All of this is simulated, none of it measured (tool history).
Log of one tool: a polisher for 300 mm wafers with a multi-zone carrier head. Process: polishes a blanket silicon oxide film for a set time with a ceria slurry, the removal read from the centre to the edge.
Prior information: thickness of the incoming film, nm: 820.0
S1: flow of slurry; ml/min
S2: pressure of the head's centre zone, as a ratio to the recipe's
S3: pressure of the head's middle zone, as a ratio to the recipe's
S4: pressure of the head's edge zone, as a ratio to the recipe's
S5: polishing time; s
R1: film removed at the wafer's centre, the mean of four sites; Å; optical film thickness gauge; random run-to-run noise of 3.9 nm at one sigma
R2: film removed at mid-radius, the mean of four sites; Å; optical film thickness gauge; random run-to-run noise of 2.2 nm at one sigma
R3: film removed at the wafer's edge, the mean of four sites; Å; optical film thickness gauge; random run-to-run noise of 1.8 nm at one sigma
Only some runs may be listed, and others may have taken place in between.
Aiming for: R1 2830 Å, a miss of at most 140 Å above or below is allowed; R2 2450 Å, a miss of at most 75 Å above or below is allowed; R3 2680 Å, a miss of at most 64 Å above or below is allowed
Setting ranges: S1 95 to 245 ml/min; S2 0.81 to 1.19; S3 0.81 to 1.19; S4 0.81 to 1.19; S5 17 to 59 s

run 1 hour=0 | S1=155 S2=1 S3=1 S4=1 S5=38 | R1=3364.4 R2=3360.5 R3=3319.5
run 2 hour=5.9 | S1=150 S2=1 S3=0.97 S4=0.98 S5=37 | R1=3070.7 R2=3136.9 R3=3128.4
run 3 hour=13.2 | S1=145 S2=1.03 S3=0.94 S4=0.97 S5=37 | R1=3237.5 R2=3044.3 R3=3108.3
run 4 hour=20.3 | S1=145 S2=1.03 S3=0.99 S4=0.97 S5=37 | R1=3210.4 R2=3229.9 R3=3114.9
run 5 hour=28.1 | S1=145 S2=1.03 S3=0.99 S4=0.92 S5=37 | R1=3159.9 R2=3125.2 R3=3075.6
run 6 hour=36.6 | S1=140 S2=1.04 S3=0.97 S4=0.9 S5=37 | R1=3228 R2=3042.6 R3=3036.6
run 7 hour=41.4 | S1=135 S2=1.04 S3=0.95 S4=0.89 S5=37 | R1=3244.2 R2=3008.8 R3=2961.8
run 8 hour=48.9 | S1=135 S2=1.03 S3=0.93 S4=0.9 S5=36 | R1=3085 R2=2854.6 R3=2870

Below are 5 possible settings for the next run. Only one of them brings all results inside the allowed miss of their targets. Which is it?
run A hour=56.4 | S1=125 S2=1.06 S3=1.13 S4=0.87 S5=35 | R1=? R2=? R3=?
run B hour=56.4 | S1=145 S2=0.97 S3=0.85 S4=0.96 S5=30 | R1=? R2=? R3=?
run C hour=56.4 | S1=125 S2=1.03 S3=0.85 S4=0.88 S5=34 | R1=? R2=? R3=?
run D hour=56.4 | S1=150 S2=1.07 S3=0.89 S4=0.89 S5=39 | R1=? R2=? R3=?
run E hour=56.4 | S1=100 S2=1.07 S3=0.88 S4=0.85 S5=35 | R1=? R2=? R3=?

move=A R1=3045.7 R2=3260.9 R3=2736.8
move=B R1=2481 R2=2279.9 R3=2526.8
move=C R1=2868.7 R2=2493.3 R3=2682.4
move=D R1=3590.9 R2=3099.6 R3=3186.3
move=E R1=2841.9 R2=2470.1 R3=2596
A: the biggest miss grows against the last run
B: takes the result that was furthest off past its target
C: every result within its allowed miss
D: the biggest miss grows against the last run
E: gets the furthest-off result to its target, but another result is out of tolerance
Correct choice: C, which meets every target

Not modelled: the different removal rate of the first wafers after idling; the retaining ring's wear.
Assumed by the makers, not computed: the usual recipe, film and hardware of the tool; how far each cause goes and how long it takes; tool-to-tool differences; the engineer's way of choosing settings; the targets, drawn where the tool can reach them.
